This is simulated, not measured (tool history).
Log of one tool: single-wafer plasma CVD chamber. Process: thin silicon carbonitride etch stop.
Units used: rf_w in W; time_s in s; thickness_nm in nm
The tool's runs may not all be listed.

run 1 hour=0 | rf_w=220 time_s=16.3 | thickness_nm=8.0484
run 2 hour=4.1 | rf_w=245 time_s=16.3 | thickness_nm=8.2881
run 3 hour=8.6 | rf_w=250 time_s=16.7 | thickness_nm=8.5586
run 4 hour=13.3 | rf_w=250 time_s=14.6 | thickness_nm=7.51
run 5 hour=16 | rf_w=250 time_s=16.5 | thickness_nm=8.4675
run 6 hour=19.7 | rf_w=270 time_s=16.5 | thickness_nm=8.5811
run 7 hour=24.2 | rf_w=270 time_s=16.9 | thickness_nm=8.8041
run 8 hour=29.5 | rf_w=270 time_s=17.2 | thickness_nm=8.9463

Expected results for the next run?
run 9 hour=32.6 | rf_w=270 time_s=17.4 | thickness_nm=?

thickness_nm: 9.0567 nm
